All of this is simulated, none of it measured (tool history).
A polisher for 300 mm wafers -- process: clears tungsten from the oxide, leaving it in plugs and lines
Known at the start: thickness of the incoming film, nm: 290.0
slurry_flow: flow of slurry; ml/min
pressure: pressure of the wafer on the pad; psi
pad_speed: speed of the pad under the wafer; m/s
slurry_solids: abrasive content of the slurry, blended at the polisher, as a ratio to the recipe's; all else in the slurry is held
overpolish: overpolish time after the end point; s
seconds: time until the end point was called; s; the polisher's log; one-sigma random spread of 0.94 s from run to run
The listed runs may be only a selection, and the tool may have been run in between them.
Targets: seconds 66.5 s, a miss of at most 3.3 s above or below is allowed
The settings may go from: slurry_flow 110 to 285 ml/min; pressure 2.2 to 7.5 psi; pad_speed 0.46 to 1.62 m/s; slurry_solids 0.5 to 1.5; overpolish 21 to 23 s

run 1 hour=0 | slurry_flow=180 pressure=4.8 pad_speed=1.04 slurry_solids=1 overpolish=21 | seconds=50.219
run 2 hour=4.6 | slurry_flow=180 pressure=4.5 pad_speed=1.04 slurry_solids=1 overpolish=21 | seconds=55.711
run 3 hour=12.8 | slurry_flow=180 pressure=4.4 pad_speed=1.04 slurry_solids=1 overpolish=21 | seconds=56.055
run 4 hour=21.6 | slurry_flow=180 pressure=5.2 pad_speed=1.04 slurry_solids=1 overpolish=21 | seconds=48.046
run 5 hour=29.7 | slurry_flow=180 pressure=4.8 pad_speed=1.04 slurry_solids=1 overpolish=21 | seconds=51.93
run 6 hour=33.3 | slurry_flow=180 pressure=4.5 pad_speed=1.04 slurry_solids=1 overpolish=21 | seconds=54.599
run 7 hour=40.6 | slurry_flow=180 pressure=4.3 pad_speed=1.04 slurry_solids=1 overpolish=21 | seconds=56.615
run 8 hour=46.4 | slurry_flow=180 pressure=4.1 pad_speed=1.04 slurry_solids=1 overpolish=21 | seconds=58.825
run 9 hour=47.1 | slurry_flow=180 pressure=4 pad_speed=1.04 slurry_solids=1 overpolish=21 | seconds=61.31

Next run, 5 choices. One meets every target within its allowed miss, the rest don't. Which?
run A hour=47.8 | slurry_flow=185 pressure=3.6 pad_speed=1.3 slurry_solids=1 overpolish=21 | seconds=?
run B hour=47.8 | slurry_flow=145 pressure=4.3 pad_speed=0.96 slurry_solids=0.8 overpolish=21 | seconds=?
run C hour=47.8 | slurry_flow=190 pressure=4 pad_speed=1.12 slurry_solids=1 overpolish=21 | seconds=?
run D hour=47.8 | slurry_flow=185 pressure=4.3 pad_speed=1.04 slurry_solids=1.05 overpolish=21 | seconds=?
run E hour=47.8 | slurry_flow=205 pressure=3.2 pad_speed=1.3 slurry_solids=1.1 overpolish=21 | seconds=?

move=A seconds=54.226
move=B seconds=66.401
move=C seconds=56.157
move=D seconds=55.687
move=E seconds=58.444
A: the biggest miss grows against the last run
B: in spec on every target
C: the biggest miss grows against the last run
D: the biggest miss grows against the last run
E: the biggest miss grows against the last run
B is the move that brings every result within its allowed miss.
